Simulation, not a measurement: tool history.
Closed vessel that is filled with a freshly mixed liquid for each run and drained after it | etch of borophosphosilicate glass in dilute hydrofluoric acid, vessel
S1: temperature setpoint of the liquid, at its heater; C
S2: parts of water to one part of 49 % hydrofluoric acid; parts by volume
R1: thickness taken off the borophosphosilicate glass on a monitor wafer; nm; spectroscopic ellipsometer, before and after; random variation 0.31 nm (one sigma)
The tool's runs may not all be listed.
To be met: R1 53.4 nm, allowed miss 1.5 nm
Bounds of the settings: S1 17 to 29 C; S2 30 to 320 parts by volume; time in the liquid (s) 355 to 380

Run 1, hour 0: S1 21 C, S2 175 parts by volume, time in the liquid (s) 355. Result: R1 84.824 nm.
Run 2, hour 1.3: S1 20.5 C, S2 180 parts by volume, time in the liquid (s) 355. Result: R1 81.126 nm.
Run 3, hour 10.5: S1 20.5 C, S2 215 parts by volume, time in the liquid (s) 355. Result: R1 66.064 nm.
Run 4, hour 18.2: S1 20.5 C, S2 215 parts by volume, time in the liquid (s) 380. Result: R1 70.766 nm.
Run 5, hour 20.5: S1 20 C, S2 220 parts by volume, time in the liquid (s) 380. Result: R1 67.306 nm.
Run 6, hour 25.4: S1 19.5 C, S2 225 parts by volume, time in the liquid (s) 380. Result: R1 63.587 nm.
Run 7, hour 30.9: S1 19 C, S2 225 parts by volume, time in the liquid (s) 380. Result: R1 63.248 nm.
Run 8, hour 32.8: S1 18.5 C, S2 225 parts by volume, time in the liquid (s) 380. Result: R1 61.862 nm.
Run 9, hour 37.6: S1 17.5 C, S2 235 parts by volume, time in the liquid (s) 380. Result: R1 56.777 nm.

Which of these 5 next moves meets every target?
Run A, hour 42.4: S1 17 C, S2 210 parts by volume, time in the liquid (s) 380. Result: R1 ?.
Run B, hour 42.4: S1 17 C, S2 240 parts by volume, time in the liquid (s) 355. Result: R1 ?.
Run C, hour 42.4: S1 18 C, S2 235 parts by volume, time in the liquid (s) 355. Result: R1 ?.
Run D, hour 42.4: S1 17.5 C, S2 220 parts by volume, time in the liquid (s) 355. Result: R1 ?.
Run E, hour 42.4: S1 17.5 C, S2 215 parts by volume, time in the liquid (s) 355. Result: R1 ?.

move      R1
   A  63.524
   B  50.554
   C  53.917
   D  57.254
   E  58.853
A: further off than the last run
B: takes the result that was furthest off past its target
C: meets every target
D: further off than the last run
E: further off than the last run
The right move is C.
